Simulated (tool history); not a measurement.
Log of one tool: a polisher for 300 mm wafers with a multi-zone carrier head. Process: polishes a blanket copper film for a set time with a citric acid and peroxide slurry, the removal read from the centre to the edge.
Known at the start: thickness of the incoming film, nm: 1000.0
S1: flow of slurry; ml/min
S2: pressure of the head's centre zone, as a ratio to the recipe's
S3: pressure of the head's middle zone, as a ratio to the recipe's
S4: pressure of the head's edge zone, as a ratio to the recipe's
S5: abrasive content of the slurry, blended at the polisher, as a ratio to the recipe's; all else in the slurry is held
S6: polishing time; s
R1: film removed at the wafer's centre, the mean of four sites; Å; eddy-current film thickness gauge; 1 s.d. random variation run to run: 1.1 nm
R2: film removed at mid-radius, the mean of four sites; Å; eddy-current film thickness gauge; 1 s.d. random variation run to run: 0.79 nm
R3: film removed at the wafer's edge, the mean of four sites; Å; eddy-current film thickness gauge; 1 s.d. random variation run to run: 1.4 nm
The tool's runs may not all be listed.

{"run": 1, "hour": 0.0, "S1": 275, "S2": 1, "S3": 1, "S4": 1, "S5": 1, "S6": 67, "R1": 792.42, "R2": 794.51, "R3": 811.5}
{"run": 2, "hour": 1.9, "S1": 285, "S2": 1.02, "S3": 1.03, "S4": 1.01, "S5": 1.1, "S6": 68, "R1": 819.93, "R2": 840.6, "R3": 825.14}
{"run": 3, "hour": 5.9, "S1": 285, "S2": 1.02, "S3": 1.03, "S4": 1.1, "S5": 1.1, "S6": 68, "R1": 829.17, "R2": 856.5, "R3": 884.04}
{"run": 4, "hour": 11.4, "S1": 285, "S2": 1.02, "S3": 1.08, "S4": 1.1, "S5": 1.1, "S6": 68, "R1": 835.7, "R2": 871.16, "R3": 871.5}
{"run": 5, "hour": 17.5, "S1": 295, "S2": 1.03, "S3": 1.1, "S4": 1.1, "S5": 1.15, "S6": 70, "R1": 874.34, "R2": 931.39, "R3": 905.47}
{"run": 6, "hour": 24.6, "S1": 295, "S2": 1.03, "S3": 1.1, "S4": 1.1, "S5": 1, "S6": 70, "R1": 847.94, "R2": 921.17, "R3": 880.55}
{"run": 7, "hour": 27.3, "S1": 295, "S2": 1.03, "S3": 1.1, "S4": 1.1, "S5": 1, "S6": 70, "R1": 858.88, "R2": 907.76, "R3": 882.27}
{"run": 8, "hour": 31.6, "S1": 305, "S2": 1.04, "S3": 1.12, "S4": 1.11, "S5": 1.1, "S6": 71, "R1": 878.81, "R2": 967.68, "R3": 932.58}
{"run": 9, "hour": 38.2, "S1": 300, "S2": 1.06, "S3": 1.13, "S4": 1.1, "S5": 1.15, "S6": 72, "R1": 925.44, "R2": 982.86, "R3": 921.98}
{"run": 10, "hour": 43.7, "S1": 300, "S2": 1.06, "S3": 1.13, "S4": 1.1, "S5": 1.15, "S6": 72, "R1": 916.29, "R2": 986.41, "R3": 938.87}
{"run": 11, "hour": 45.0, "S1": 310, "S2": 1.08, "S3": 1.14, "S4": 1.09, "S5": 1.2, "S6": 73, "R1": 971.53, "R2": 1015, "R3": 949.54}

The next listed run, before its measurement:
{"run": 12, "hour": 52.3, "S1": 320, "S2": 1.08, "S3": 1.15, "S4": 1.09, "S5": 1.25, "S6": 74, "R1": "?", "R2": "?", "R3": "?"}

Run 12 produced R1 999.26 Å, R2 1048.7 Å, R3 975.37 Å.
